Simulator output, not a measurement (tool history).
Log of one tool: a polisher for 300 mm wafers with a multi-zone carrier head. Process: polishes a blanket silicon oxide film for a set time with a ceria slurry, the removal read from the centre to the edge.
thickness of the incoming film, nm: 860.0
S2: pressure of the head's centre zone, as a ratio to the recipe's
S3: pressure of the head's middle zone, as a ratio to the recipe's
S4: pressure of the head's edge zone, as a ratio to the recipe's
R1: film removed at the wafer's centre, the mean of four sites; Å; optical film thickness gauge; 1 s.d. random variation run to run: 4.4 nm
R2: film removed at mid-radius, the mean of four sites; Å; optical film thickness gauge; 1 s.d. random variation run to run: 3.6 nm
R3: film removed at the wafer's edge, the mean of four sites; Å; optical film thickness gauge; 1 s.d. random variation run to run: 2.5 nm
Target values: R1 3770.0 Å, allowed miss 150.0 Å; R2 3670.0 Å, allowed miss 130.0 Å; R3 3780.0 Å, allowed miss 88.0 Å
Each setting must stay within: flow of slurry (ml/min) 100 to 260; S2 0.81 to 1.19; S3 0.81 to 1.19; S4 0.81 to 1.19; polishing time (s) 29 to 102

Run 1, hour 0.0: flow of slurry (ml/min) 165, S2 1.00, S3 1.00, S4 1.00, polishing time (s) 65. Result: R1 2802.5 Å, R2 2779.5 Å, R3 2735.0 Å.
Run 2, hour 6.4: flow of slurry (ml/min) 165, S2 1.00, S3 1.00, S4 0.92, polishing time (s) 65. Result: R1 2712.6 Å, R2 2775.8 Å, R3 2658.4 Å.
Run 3, hour 12.0: flow of slurry (ml/min) 175, S2 0.99, S3 1.00, S4 0.98, polishing time (s) 70. Result: R1 2933.1 Å, R2 3029.2 Å, R3 2975.0 Å.
Run 4, hour 19.8: flow of slurry (ml/min) 175, S2 0.99, S3 1.00, S4 0.98, polishing time (s) 79. Result: R1 3349.2 Å, R2 3435.1 Å, R3 3342.2 Å.
Run 5, hour 22.3: flow of slurry (ml/min) 175, S2 1.04, S3 1.00, S4 0.98, polishing time (s) 79. Result: R1 3549.8 Å, R2 3461.7 Å, R3 3334.1 Å.
Run 6, hour 24.5: flow of slurry (ml/min) 175, S2 1.04, S3 1.00, S4 1.05, polishing time (s) 79. Result: R1 3579.4 Å, R2 3431.7 Å, R3 3461.7 Å.
Run 7, hour 27.7: flow of slurry (ml/min) 190, S2 1.04, S3 1.00, S4 1.07, polishing time (s) 79. Result: R1 3522.3 Å, R2 3424.5 Å, R3 3510.8 Å.
Run 8, hour 30.5: flow of slurry (ml/min) 195, S2 1.05, S3 1.01, S4 1.09, polishing time (s) 80. Result: R1 3649.8 Å, R2 3492.9 Å, R3 3558.5 Å.
Run 9, hour 38.6: flow of slurry (ml/min) 195, S2 1.05, S3 1.02, S4 1.11, polishing time (s) 81. Result: R1 3673.0 Å, R2 3549.7 Å, R3 3664.5 Å.
Run 10, hour 44.9: flow of slurry (ml/min) 195, S2 1.05, S3 1.02, S4 1.11, polishing time (s) 81. Result: R1 3765.8 Å, R2 3608.9 Å, R3 3632.4 Å.

Pick the move, out of 5, that brings all results within their allowed miss; only one does.
Run A, hour 51.2: flow of slurry (ml/min) 165, S2 1.05, S3 1.02, S4 1.11, polishing time (s) 85. Result: R1 ?, R2 ?, R3 ?.
Run B, hour 51.2: flow of slurry (ml/min) 210, S2 1.07, S3 1.06, S4 1.19, polishing time (s) 84. Result: R1 ?, R2 ?, R3 ?.
Run C, hour 51.2: flow of slurry (ml/min) 180, S2 1.17, S3 0.94, S4 1.13, polishing time (s) 83. Result: R1 ?, R2 ?, R3 ?.
Run D, hour 51.2: flow of slurry (ml/min) 250, S2 1.02, S3 0.99, S4 1.19, polishing time (s) 83. Result: R1 ?, R2 ?, R3 ?.
Run E, hour 51.2: flow of slurry (ml/min) 175, S2 0.91, S3 1.05, S4 1.12, polishing time (s) 89. Result: R1 ?, R2 ?, R3 ?.

move      R1      R2      R3
   A  3727.4  3675.0  3757.8
   B  3873.1  3855.8  3925.4
   C  4103.4  3382.3  3734.5
   D  3719.6  3662.1  3934.7
   E  3405.9  3974.1  3971.0
A: each result inside its tolerance
B: pushes the last run's worst result past its target
C: meets the target for the result that was furthest off, but another lies outside its allowed miss
D: pushes the last run's worst result past its target
E: pushes the last run's worst result past its target
The move that meets every target is A.

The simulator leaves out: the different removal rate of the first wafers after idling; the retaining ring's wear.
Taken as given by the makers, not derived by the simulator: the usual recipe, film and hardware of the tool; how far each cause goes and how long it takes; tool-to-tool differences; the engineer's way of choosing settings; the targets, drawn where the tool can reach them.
